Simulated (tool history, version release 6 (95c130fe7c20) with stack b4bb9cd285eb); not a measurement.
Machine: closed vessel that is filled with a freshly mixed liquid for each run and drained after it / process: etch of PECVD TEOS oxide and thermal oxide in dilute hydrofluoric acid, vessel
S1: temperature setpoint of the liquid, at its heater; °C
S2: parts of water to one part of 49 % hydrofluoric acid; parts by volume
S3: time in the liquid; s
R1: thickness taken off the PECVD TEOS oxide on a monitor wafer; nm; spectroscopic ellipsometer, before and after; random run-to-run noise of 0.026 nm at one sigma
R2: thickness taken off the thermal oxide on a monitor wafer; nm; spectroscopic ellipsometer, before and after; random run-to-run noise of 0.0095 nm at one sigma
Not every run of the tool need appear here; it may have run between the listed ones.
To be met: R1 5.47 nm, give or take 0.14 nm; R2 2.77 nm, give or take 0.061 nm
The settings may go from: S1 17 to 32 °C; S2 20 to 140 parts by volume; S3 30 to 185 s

run,day,S1,S2,S3,R1,R2
1,0,24,75,95,10.336,5.2381
2,0.188,24,75,60,6.5516,3.3203
3,0.562,23,75,60,6.2931,3.1763
4,0.629,25,75,60,6.8524,3.4605
5,0.85,25,45,60,11.744,5.9922
6,1.075,22,45,60,10.329,5.282
7,1.329,21,50,60,9.0387,4.54
8,1.408,17.5,75,60,4.991,2.5186
9,1.746,18,75,60,5.1055,2.5767

Which single option among these 4 for the next run brings every result within its allowed miss of target? Just one does.
A,2.083,23,90,60,?,?
B,2.083,20.5,65,50,?,?
C,2.083,18,95,80,?,?
D,2.083,21,50,35,?,?

move,R1,R2
A,5.1356,2.5922
B,5.5111,2.7817
C,5.252,2.6509
D,5.2155,2.6325
A: closer than the last run, but not yet in spec
B: in spec on every target
C: closer than the last run, but not yet in spec
D: closer than the last run, but not yet in spec
B is the move that brings every result within its allowed miss.
